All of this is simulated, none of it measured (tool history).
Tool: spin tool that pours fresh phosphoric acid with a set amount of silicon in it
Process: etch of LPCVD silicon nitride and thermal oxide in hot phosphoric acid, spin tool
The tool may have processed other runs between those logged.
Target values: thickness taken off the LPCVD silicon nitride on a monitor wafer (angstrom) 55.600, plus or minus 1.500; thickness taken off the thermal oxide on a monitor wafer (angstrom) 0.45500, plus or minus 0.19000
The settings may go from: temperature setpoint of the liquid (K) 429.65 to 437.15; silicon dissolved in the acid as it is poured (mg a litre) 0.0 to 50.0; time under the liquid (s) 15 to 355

run	hour	temperature setpoint of the liquid (K)	silicon dissolved in the acid as it is poured (mg a litre)	time under the liquid (s)	thickness taken off the LPCVD silicon nitride on a monitor wafer (angstrom)	thickness taken off the thermal oxide on a monitor wafer (angstrom)
1	0.0	432.15	26.5	180	181.200	2.33750
2	3.2	431.15	30.5	130	125.620	1.22100
3	12.1	430.65	32.0	95	92.108	1.01730
4	14.8	430.65	32.0	150	143.360	1.03220
5	23.4	431.65	32.0	150	147.990	1.82640
6	32.3	431.15	32.0	115	111.900	0.94135
7	38.4	429.65	15.0	25	23.134	0.37228
8	40.4	432.15	27.5	15	14.987	0.20391
9	41.6	431.65	33.0	25	24.976	0.21520
10	49.4	431.15	36.0	30	29.151	0.17114
11	50.9	433.65	39.5	120	127.240	1.04300
12	57.5	432.65	33.0	115	119.440	0.98226
13	64.2	431.65	29.0	110	110.520	1.08230
14	66.6	431.15	30.0	95	91.786	0.88941
15	70.9	432.15	32.0	90	90.607	0.80753
16	78.7	431.15	31.0	85	82.451	0.78665
17	84.6	432.15	31.5	85	86.204	1.00120

5 next moves are on the table. One of them brings every result within its allowed miss. Which?
A	90.5	432.15	36.5	60	?	?
B	90.5	432.65	35.0	50	?	?
C	90.5	431.15	35.0	60	?	?
D	90.5	430.15	50.0	55	?	?
E	90.5	429.65	34.0	60	?	?

move	thickness taken off the LPCVD silicon nitride on a monitor wafer (angstrom)	thickness taken off the thermal oxide on a monitor wafer (angstrom)
A	61.222	0.50221
B	51.885	0.46958
C	59.186	0.50390
D	52.441	0.22392
E	56.242	0.47276
A: gains on the last run, yet a result remains outside its allowed miss
B: the result that was furthest off in the last run now lies on the other side of its target
C: gains on the last run, yet a result remains outside its allowed miss
D: the result that was furthest off in the last run now lies on the other side of its target
E: all results land within tolerance of their targets
Correct choice: E, which meets every target

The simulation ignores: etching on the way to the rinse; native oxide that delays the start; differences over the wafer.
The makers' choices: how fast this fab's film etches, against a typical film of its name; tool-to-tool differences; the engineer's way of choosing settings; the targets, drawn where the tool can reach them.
